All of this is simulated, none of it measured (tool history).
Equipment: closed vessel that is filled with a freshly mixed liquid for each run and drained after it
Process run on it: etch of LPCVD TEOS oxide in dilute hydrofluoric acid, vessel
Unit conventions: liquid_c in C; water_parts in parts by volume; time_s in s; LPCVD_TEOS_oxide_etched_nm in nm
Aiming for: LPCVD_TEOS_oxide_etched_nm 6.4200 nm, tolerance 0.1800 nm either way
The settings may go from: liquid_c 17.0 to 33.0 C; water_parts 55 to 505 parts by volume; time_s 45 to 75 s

run	hour	liquid_c	water_parts	time_s	LPCVD_TEOS_oxide_etched_nm
1	0.0	25.0	280	75	10.1460
2	8.7	23.0	295	75	8.8128
3	12.6	21.5	295	75	8.2869
4	13.8	20.0	300	75	7.7456
5	15.4	17.5	300	75	7.0275
6	20.3	17.5	305	75	6.9598
7	24.5	17.5	310	75	6.7914
8	31.5	17.5	315	75	6.6167

4 next moves are on the table. One of them brings every result within its allowed miss. Which?
A	38.5	17.0	295	75	?
B	38.5	18.5	320	75	?
C	38.5	17.5	325	75	?
D	38.5	18.0	315	75	?

move	LPCVD_TEOS_oxide_etched_nm
A	7.0454
B	6.7262
C	6.3555
D	6.7363
A: moves away from the targets compared with the last run
B: moves away from the targets compared with the last run
C: every result within its allowed miss
D: moves away from the targets compared with the last run
Answer: C
